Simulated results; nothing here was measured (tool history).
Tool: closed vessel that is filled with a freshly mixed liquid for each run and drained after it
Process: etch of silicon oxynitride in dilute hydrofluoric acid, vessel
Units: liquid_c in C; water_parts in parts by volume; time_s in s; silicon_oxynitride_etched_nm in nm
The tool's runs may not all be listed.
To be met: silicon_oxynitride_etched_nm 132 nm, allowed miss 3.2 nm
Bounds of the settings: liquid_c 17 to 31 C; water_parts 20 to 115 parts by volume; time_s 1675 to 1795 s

| run | hour | liquid_c | water_parts | time_s | silicon_oxynitride_etched_nm |
|---|---|---|---|---|---|
| 1 | 0 | 23 | 65 | 1675 | 87.971 |
| 2 | 5.9 | 24.5 | 65 | 1675 | 95.081 |
| 3 | 14.2 | 25.5 | 65 | 1675 | 99.349 |
| 4 | 19.6 | 25.5 | 65 | 1675 | 98.967 |
| 5 | 23.6 | 23.5 | 65 | 1675 | 90.112 |
| 6 | 24.2 | 23.5 | 55 | 1675 | 107.13 |
| 7 | 30.8 | 24.5 | 55 | 1675 | 112.43 |
| 8 | 37 | 25 | 55 | 1675 | 115.89 |

Which of these 4 next moves meets every target?
| A | 43.2 | 21.5 | 40 | 1750 | ? |
| B | 43.2 | 25 | 60 | 1745 | ? |
| C | 43.2 | 23.5 | 45 | 1675 | ? |
| D | 43.2 | 25 | 65 | 1690 | ? |

| move | silicon_oxynitride_etched_nm |
|---|---|
| A | 141.27 |
| B | 109.77 |
| C | 132.24 |
| D | 97.7 |
A: takes the result that was furthest off past its target
B: further off than the last run
C: meets every target
D: further off than the last run
The right move is C.
